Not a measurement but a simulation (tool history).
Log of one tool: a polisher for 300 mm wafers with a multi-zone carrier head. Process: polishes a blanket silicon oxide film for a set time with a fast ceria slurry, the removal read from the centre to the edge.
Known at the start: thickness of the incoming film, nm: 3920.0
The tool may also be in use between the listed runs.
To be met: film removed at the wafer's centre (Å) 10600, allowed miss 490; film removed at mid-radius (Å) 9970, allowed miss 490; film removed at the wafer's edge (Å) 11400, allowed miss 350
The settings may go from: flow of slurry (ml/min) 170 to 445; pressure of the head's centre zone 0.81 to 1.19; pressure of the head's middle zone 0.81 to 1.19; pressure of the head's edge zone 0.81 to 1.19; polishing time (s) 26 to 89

run,day,flow of slurry (ml/min),pressure of the head's centre zone,pressure of the head's middle zone,pressure of the head's edge zone,polishing time (s),film removed at the wafer's centre (Å),film removed at mid-radius (Å),film removed at the wafer's edge (Å)
1,0,285,1,1,1,57,8648.1,8670,8542.4
2,0.154,285,1,0.98,1.04,60,8892.6,8810,9184.7
3,0.358,290,1.01,0.98,1.07,62,9174.9,9351.6,9540.9
4,0.629,245,1.01,0.98,1.07,62,9088.4,9019.9,9307.5
5,0.9,270,1.02,0.96,1.09,64,9754.3,9184.6,9947.5
6,1.129,290,1.02,0.96,1.12,65,9945.6,9658,10334
7,1.35,305,1.02,0.95,1.14,66,10239,9543.2,10747
8,1.712,315,1.02,0.95,1.15,66,10078,9532.7,10607
9,2.071,315,1.02,0.95,1.16,67,10145,9993.7,10863
10,2.133,320,1.02,0.94,1.17,67,10155,9742.5,11021

5 next moves are on the table. One of them brings every result within its allowed miss. Which?
A,2.196,245,1.05,0.96,1.19,70,?,?,?
B,2.196,295,1.09,0.92,1.13,72,?,?,?
C,2.196,400,0.97,0.98,1.19,65,?,?,?
D,2.196,375,0.95,0.86,1.18,73,?,?,?
E,2.196,245,1.14,0.92,1.12,72,?,?,?

move,film removed at the wafer's centre (Å),film removed at mid-radius (Å),film removed at the wafer's edge (Å)
A,10566,9901.3,11420
B,11539,10035,11625
C,9555.8,9814.6,10995
D,10446,9838.8,12266
E,11791,9824.7,11390
A: meets every target
B: brings the result that was furthest off to its target, and leaves another outside
C: further off than the last run
D: takes the result that was furthest off past its target
E: brings the result that was furthest off to its target, and leaves another outside
Move A is the one to make.
